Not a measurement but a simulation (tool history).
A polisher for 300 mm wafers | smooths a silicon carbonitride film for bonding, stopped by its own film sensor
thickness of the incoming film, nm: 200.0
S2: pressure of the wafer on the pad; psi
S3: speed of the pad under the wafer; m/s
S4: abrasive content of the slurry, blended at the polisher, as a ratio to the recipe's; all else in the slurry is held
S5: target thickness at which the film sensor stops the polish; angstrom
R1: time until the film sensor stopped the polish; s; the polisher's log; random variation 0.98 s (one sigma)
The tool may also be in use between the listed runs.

run 1 day=0 | flow_of_slurry_(ml/min)=155 S2=2.3 S3=1.14 S4=1 S5=1590 | R1=145.17
run 2 day=0.371 | flow_of_slurry_(ml/min)=155 S2=2.3 S3=1 S4=1 S5=1590 | R1=159.12
run 3 day=0.492 | flow_of_slurry_(ml/min)=185 S2=2.3 S3=1 S4=1 S5=1590 | R1=153.9
run 4 day=0.775 | flow_of_slurry_(ml/min)=185 S2=2.3 S3=1 S4=1.1 S5=1590 | R1=147.81
run 5 day=0.8 | flow_of_slurry_(ml/min)=185 S2=1.7 S3=1 S4=1.1 S5=1590 | R1=190.63
run 6 day=1.129 | flow_of_slurry_(ml/min)=185 S2=1.7 S3=1 S4=1.2 S5=1590 | R1=181.66
run 7 day=1.504 | flow_of_slurry_(ml/min)=190 S2=1.9 S3=1 S4=1.2 S5=1590 | R1=166.28
run 8 day=1.867 | flow_of_slurry_(ml/min)=195 S2=2.1 S3=1 S4=1.2 S5=1590 | R1=152.79
run 9 day=2.075 | flow_of_slurry_(ml/min)=195 S2=2.2 S3=1 S4=1.2 S5=1590 | R1=149.65
run 10 day=2.304 | flow_of_slurry_(ml/min)=195 S2=2.3 S3=1 S4=1.2 S5=1590 | R1=141.57
run 11 day=2.625 | flow_of_slurry_(ml/min)=195 S2=2.4 S3=1 S4=1.2 S5=1590 | R1=136.94
run 12 day=2.671 | flow_of_slurry_(ml/min)=195 S2=2.5 S3=1 S4=1.2 S5=1590 | R1=134.59
run 13 day=2.983 | flow_of_slurry_(ml/min)=195 S2=2.6 S3=1 S4=1.2 S5=1590 | R1=127.07
run 14 day=3.221 | flow_of_slurry_(ml/min)=195 S2=2.7 S3=1 S4=1.2 S5=1590 | R1=124.3

Run 15 comes next. What will it give?
run 15 day=3.542 | flow_of_slurry_(ml/min)=195 S2=2.8 S3=1 S4=1.2 S5=1590 | R1=?

Run 15 gave R1 120.69 s.

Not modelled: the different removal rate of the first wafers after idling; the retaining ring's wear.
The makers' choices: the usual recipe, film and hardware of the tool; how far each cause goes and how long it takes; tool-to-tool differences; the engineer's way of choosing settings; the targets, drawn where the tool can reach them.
